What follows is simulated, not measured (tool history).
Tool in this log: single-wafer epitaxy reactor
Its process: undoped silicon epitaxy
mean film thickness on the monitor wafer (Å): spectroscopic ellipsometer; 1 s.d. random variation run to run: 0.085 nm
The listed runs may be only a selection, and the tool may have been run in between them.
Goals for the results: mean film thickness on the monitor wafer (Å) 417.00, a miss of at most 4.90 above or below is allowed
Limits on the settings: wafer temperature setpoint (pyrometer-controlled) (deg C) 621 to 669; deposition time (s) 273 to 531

run  hour  wafer temperature setpoint (pyrometer-controlled) (deg C)  deposition time (s)  mean film thickness on the monitor wafer (Å)
  1   0.0                                                        645                  402                                        594.97
  2   1.9                                                        642                  402                                        560.53
  3   5.5                                                        640                  402                                        540.08
  4  10.6                                                        640                  345                                        463.37
  5  12.0                                                        640                  399                                        535.99
  6  15.4                                                        640                  420                                        564.30
  7  20.1                                                        638                  420                                        543.37
  8  26.8                                                        636                  420                                        521.95
  9  27.6                                                        634                  420                                        498.54
 10  34.4                                                        633                  420                                        492.30
 11  41.9                                                        632                  420                                        479.63
 12  46.6                                                        631                  420                                        472.04
 13  50.7                                                        630                  420                                        461.93
 14  55.3                                                        624                  420                                        409.98

Of the 5 settings listed for the next run, only one would bring every result within its allowed miss of target. Which one?
  A  59.9                                                        625                  404                                             ?
  B  59.9                                                        626                  409                                             ?
  C  59.9                                                        624                  414                                             ?
  D  59.9                                                        621                  440                                             ?
  E  59.9                                                        626                  400                                             ?

move  mean film thickness on the monitor wafer (Å)
   A                                        401.35
   B                                        414.58
   C                                        403.07
   D                                        403.14
   E                                        405.45
A: the biggest miss grows against the last run
B: all results in spec
C: the biggest miss grows against the last run
D: the biggest miss grows against the last run
E: the biggest miss grows against the last run
Move B is the one to make.

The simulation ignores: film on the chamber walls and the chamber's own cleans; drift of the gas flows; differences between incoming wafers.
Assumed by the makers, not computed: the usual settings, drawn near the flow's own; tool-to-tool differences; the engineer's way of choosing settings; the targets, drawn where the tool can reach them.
